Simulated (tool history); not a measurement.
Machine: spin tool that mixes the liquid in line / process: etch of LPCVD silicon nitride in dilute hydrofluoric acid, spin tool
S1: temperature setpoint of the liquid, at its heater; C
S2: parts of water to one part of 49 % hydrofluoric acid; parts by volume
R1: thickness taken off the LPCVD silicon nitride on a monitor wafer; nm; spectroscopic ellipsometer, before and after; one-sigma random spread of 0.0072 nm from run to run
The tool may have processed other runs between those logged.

{"run": 1, "hour": 0.0, "S1": 22, "S2": 115, "time under the liquid (s)": 75, "R1": 0.29643}
{"run": 2, "hour": 2.5, "S1": 24, "S2": 115, "time under the liquid (s)": 75, "R1": 0.34911}
{"run": 3, "hour": 6.0, "S1": 24, "S2": 135, "time under the liquid (s)": 75, "R1": 0.26367}
{"run": 4, "hour": 8.6, "S1": 24, "S2": 135, "time under the liquid (s)": 75, "R1": 0.25687}
{"run": 5, "hour": 14.8, "S1": 24, "S2": 160, "time under the liquid (s)": 75, "R1": 0.2409}
{"run": 6, "hour": 22.4, "S1": 26, "S2": 160, "time under the liquid (s)": 75, "R1": 0.26669}
{"run": 7, "hour": 26.8, "S1": 26, "S2": 160, "time under the liquid (s)": 75, "R1": 0.24728}
{"run": 8, "hour": 31.0, "S1": 26, "S2": 165, "time under the liquid (s)": 70, "R1": 0.2403}

The next listed run, before its measurement:
{"run": 9, "hour": 32.8, "S1": 25.5, "S2": 170, "time under the liquid (s)": 70, "R1": "?"}

R1: 0.22801 nm

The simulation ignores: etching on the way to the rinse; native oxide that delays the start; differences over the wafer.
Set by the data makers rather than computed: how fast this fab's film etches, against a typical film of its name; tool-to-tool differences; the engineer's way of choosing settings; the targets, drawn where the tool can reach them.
